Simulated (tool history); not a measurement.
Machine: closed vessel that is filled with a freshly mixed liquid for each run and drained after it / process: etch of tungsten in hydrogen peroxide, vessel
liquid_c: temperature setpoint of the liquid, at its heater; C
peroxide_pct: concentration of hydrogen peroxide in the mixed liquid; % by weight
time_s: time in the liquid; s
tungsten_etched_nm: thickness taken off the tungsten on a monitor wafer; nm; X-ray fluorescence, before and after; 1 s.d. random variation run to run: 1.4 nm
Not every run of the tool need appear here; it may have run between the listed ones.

| run | day | liquid_c | peroxide_pct | time_s | tungsten_etched_nm |
|---|---|---|---|---|---|
| 1 | 0 | 43 | 24 | 85 | 122.5 |
| 2 | 0.254 | 44.5 | 24 | 85 | 134.6 |
| 3 | 0.583 | 44.5 | 27 | 85 | 142.18 |
| 4 | 0.888 | 45.5 | 27 | 85 | 150.79 |
| 5 | 0.983 | 46.5 | 27 | 85 | 160.23 |
|  | 1.3 | new drum of peroxide connected |
| 6 | 1.3 | 47 | 27 | 85 | 169.72 |

Forecast run 7:
| 7 | 1.683 | 47.5 | 27 | 85 | ? |

Run 7 produced tungsten_etched_nm 176.53 nm.
